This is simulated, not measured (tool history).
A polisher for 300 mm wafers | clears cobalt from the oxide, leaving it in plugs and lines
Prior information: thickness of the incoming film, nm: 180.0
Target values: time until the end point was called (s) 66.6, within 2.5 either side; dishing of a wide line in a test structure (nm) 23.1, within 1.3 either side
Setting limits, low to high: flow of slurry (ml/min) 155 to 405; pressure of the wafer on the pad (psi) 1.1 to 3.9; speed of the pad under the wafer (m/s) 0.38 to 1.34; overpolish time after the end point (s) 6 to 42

run	hour	flow of slurry (ml/min)	pressure of the wafer on the pad (psi)	speed of the pad under the wafer (m/s)	overpolish time after the end point (s)	time until the end point was called (s)	dishing of a wide line in a test structure (nm)
1	0	260	2.5	0.86	21	30.769	65.986
2	7	255	2.1	0.78	16	39.014	49.655
3	10.1	255	1.7	0.78	16	47.256	43.893
4	18.6	255	1.7	0.66	16	54.491	38.925
5	27.3	195	1.7	0.66	16	56.467	37.82
6	29.3	195	2.3	0.66	16	43.986	46.41
7	33.9	185	1.9	0.68	13	49.271	36.281
8	41.8	180	1.2	0.64	6	76.423	12.815
9	47.2	195	1.3	0.62	8	74.385	17.027
10	54.8	215	1.4	0.62	9	69.259	20.376
11	63.6	230	1.4	0.62	9	68.177	20.112
12	70.4	230	1.4	0.62	9	68.279	20.226
13	72.8	240	1.4	0.62	9	67.425	20.78
14	78.1	250	1.4	0.62	9	68.458	20.348
15	84.5	245	1.5	0.62	14	65.336	32.329
16	90.8	235	1.5	0.64	13	63.2	29.978
17	98.2	235	1.5	0.64	13	63.881	29.983
18	103.2	225	1.5	0.64	12	62.888	27.819
19	109.9	220	1.4	0.64	12	66.61	27.288
20	117.8	220	1.4	0.64	11	66.037	25.929

Exactly one of the 4 candidate moves below puts every result within its allowed miss. Which one?
A	125.7	180	1.4	0.64	9	?	?
B	125.7	235	1.6	0.58	10	?	?
C	125.7	215	1.5	0.62	13	?	?
D	125.7	205	1.5	0.64	14	?	?

move	time until the end point was called (s)	dishing of a wide line in a test structure (nm)
A	69.429	20.328
B	67.235	22.928
C	66.844	28.793
D	65.089	31.271
A: moves the result that the last run missed by most past its target, out the other side
B: meets every target
C: misses by more than the last run did
D: misses by more than the last run did
So the answer is move B, the one that meets all the targets.
